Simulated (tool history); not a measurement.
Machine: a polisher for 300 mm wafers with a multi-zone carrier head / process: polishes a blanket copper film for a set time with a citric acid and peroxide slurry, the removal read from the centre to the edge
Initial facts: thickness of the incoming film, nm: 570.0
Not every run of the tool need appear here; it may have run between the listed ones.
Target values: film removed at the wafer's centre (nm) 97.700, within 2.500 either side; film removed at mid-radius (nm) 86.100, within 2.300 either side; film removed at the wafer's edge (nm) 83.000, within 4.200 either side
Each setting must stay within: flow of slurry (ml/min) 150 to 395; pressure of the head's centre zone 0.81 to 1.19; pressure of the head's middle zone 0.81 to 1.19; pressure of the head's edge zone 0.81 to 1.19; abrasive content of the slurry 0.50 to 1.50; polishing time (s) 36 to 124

run	hour	flow of slurry (ml/min)	pressure of the head's centre zone	pressure of the head's middle zone	pressure of the head's edge zone	abrasive content of the slurry	polishing time (s)	film removed at the wafer's centre (nm)	film removed at mid-radius (nm)	film removed at the wafer's edge (nm)
1	0.0	250	1.00	1.00	1.00	1.00	79	128.510	133.100	133.790
2	0.7	255	1.03	0.98	0.95	0.85	72	116.420	116.990	111.730
3	8.3	245	1.04	0.93	0.92	0.75	70	111.110	106.000	106.480
4	10.6	245	1.04	0.93	0.92	0.75	78	123.440	116.830	118.340
5	13.5	215	1.04	0.93	0.92	0.75	78	122.050	117.210	117.890
6	19.3	230	1.06	0.92	0.90	0.70	72	112.650	106.840	104.980
7	23.4	240	1.08	0.90	0.88	0.65	69	109.210	99.558	97.766
8	31.8	245	1.09	0.89	0.87	0.60	67	106.820	94.305	95.190
9	40.4	240	1.10	0.89	0.85	0.55	66	103.190	92.628	92.227
10	48.8	230	1.16	0.90	0.81	0.50	59	93.373	81.260	76.189

5 next moves are on the table. One of them brings every result within its allowed miss. Which?
A	57.2	165	1.10	0.91	0.82	0.60	61	?	?	?
B	57.2	250	1.19	0.99	0.81	0.65	54	?	?	?
C	57.2	165	1.16	0.92	0.87	0.60	54	?	?	?
D	57.2	190	1.17	0.95	0.87	0.55	61	?	?	?
E	57.2	200	1.06	0.95	0.83	0.50	61	?	?	?

move	film removed at the wafer's centre (nm)	film removed at mid-radius (nm)	film removed at the wafer's edge (nm)
A	94.433	83.798	83.131
B	93.995	81.825	76.061
C	87.388	74.642	75.549
D	99.122	85.569	84.682
E	90.169	84.511	81.767
A: closer than the last run, but not yet in spec
B: closer than the last run, but not yet in spec
C: further off than the last run
D: every result within its allowed miss
E: the worst result of the last run now meets its target, but another is out of spec
Answer: D
